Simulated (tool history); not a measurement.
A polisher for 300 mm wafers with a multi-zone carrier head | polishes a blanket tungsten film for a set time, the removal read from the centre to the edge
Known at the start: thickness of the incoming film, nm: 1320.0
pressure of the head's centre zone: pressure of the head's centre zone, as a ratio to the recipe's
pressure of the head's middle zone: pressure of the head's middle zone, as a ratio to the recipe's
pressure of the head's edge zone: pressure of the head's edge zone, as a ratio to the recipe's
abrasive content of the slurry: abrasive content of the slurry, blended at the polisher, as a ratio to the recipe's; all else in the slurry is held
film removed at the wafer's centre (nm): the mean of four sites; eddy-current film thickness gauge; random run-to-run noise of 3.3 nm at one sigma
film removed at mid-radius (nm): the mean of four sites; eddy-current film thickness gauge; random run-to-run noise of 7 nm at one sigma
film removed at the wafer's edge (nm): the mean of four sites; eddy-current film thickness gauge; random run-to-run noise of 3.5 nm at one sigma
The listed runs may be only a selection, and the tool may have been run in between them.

| run | day | flow of slurry (ml/min) | pressure of the head's centre zone | pressure of the head's middle zone | pressure of the head's edge zone | abrasive content of the slurry | polishing time (s) | film removed at the wafer's centre (nm) | film removed at mid-radius (nm) | film removed at the wafer's edge (nm) |
|---|---|---|---|---|---|---|---|---|---|---|
| 1 | 0 | 220 | 1 | 1 | 1 | 1 | 67 | 412.94 | 420.67 | 419.02 |
| 2 | 0.1 | 220 | 1 | 1 | 1 | 1 | 57 | 355.7 | 361.43 | 362.24 |
| 3 | 0.133 | 220 | 1 | 1.08 | 1 | 1 | 57 | 352.74 | 378.46 | 354.03 |
| 4 | 0.308 | 225 | 0.99 | 1.06 | 1.03 | 1.1 | 59 | 371.5 | 403.11 | 390.42 |
| 5 | 0.392 | 225 | 1.04 | 1.06 | 1.03 | 1.1 | 59 | 394.02 | 402.21 | 388.68 |
| 6 | 0.729 | 225 | 1.04 | 1.06 | 1.1 | 1.1 | 59 | 394.9 | 408.47 | 394.09 |
| 7 | 0.838 | 235 | 1.03 | 1.04 | 1.11 | 1.15 | 60 | 401.87 | 416.38 | 414.09 |
| 8 | 1.2 | 245 | 1.02 | 1.02 | 1.12 | 1.2 | 61 | 415.23 | 414.57 | 424.75 |
| 9 | 1.312 | 240 | 1 | 1.01 | 1.13 | 1.25 | 63 | 423.81 | 436.77 | 451.74 |
| 10 | 1.679 | 240 | 0.99 | 1 | 1.14 | 1.3 | 64 | 428.47 | 449.94 | 470.8 |
| 11 | 1.892 | 240 | 0.99 | 0.99 | 1.15 | 1.35 | 65 | 434.16 | 447.32 | 482.8 |
| 12 | 2.046 | 245 | 0.98 | 0.99 | 1.16 | 1.35 | 66 | 451.18 | 456.28 | 491.73 |

Predict the results of run 13:
| 13 | 2.375 | 245 | 0.97 | 0.99 | 1.16 | 1.35 | 67 | ? | ? | ? |

{"run 13": {"film removed at the wafer's centre (nm)": 449.74, "film removed at mid-radius (nm)": 471.39, "film removed at the wafer's edge (nm)": 499.3}}
